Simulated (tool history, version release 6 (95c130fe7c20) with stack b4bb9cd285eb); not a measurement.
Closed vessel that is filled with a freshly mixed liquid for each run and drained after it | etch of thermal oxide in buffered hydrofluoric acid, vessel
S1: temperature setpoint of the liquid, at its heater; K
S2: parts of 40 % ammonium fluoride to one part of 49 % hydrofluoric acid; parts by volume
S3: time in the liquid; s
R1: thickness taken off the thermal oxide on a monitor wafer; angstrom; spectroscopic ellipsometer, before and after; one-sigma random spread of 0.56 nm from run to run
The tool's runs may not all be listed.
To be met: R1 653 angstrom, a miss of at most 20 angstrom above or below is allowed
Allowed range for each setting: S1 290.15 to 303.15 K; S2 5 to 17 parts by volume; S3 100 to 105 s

| run | hour | S1 | S2 | S3 | R1 |
|---|---|---|---|---|---|
| 1 | 0 | 295.15 | 10.5 | 100 | 961.62 |
| 2 | 1.6 | 294.15 | 11 | 100 | 901.14 |
| 3 | 2.2 | 294.15 | 11 | 100 | 883.43 |
| 4 | 6.6 | 294.15 | 9 | 100 | 1018 |
| 5 | 7.5 | 293.65 | 9.5 | 100 | 980.91 |
| 6 | 12.2 | 293.15 | 10 | 100 | 907.56 |
| 7 | 16.8 | 292.65 | 10.5 | 100 | 852.25 |
| 8 | 25.5 | 292.15 | 11 | 100 | 787.18 |
| 9 | 30.2 | 291.65 | 11 | 100 | 765.55 |
| 10 | 31.2 | 291.15 | 11 | 100 | 744.96 |

Of the 4 settings listed for the next run, only one would bring every result within its allowed miss of target. Which one?
| A | 32.2 | 290.15 | 12 | 100 | ? |
| B | 32.2 | 291.65 | 10 | 100 | ? |
| C | 32.2 | 293.65 | 10 | 100 | ? |
| D | 32.2 | 292.65 | 12.5 | 100 | ? |

| move | R1 |
|---|---|
| A | 656.88 |
| B | 854.68 |
| C | 956.31 |
| D | 727.23 |
A: all results land within tolerance of their targets
B: its largest miss is bigger than the last run's
C: its largest miss is bigger than the last run's
D: an improvement on the last run, though not all results are within tolerance
A is the move that brings every result within its allowed miss.

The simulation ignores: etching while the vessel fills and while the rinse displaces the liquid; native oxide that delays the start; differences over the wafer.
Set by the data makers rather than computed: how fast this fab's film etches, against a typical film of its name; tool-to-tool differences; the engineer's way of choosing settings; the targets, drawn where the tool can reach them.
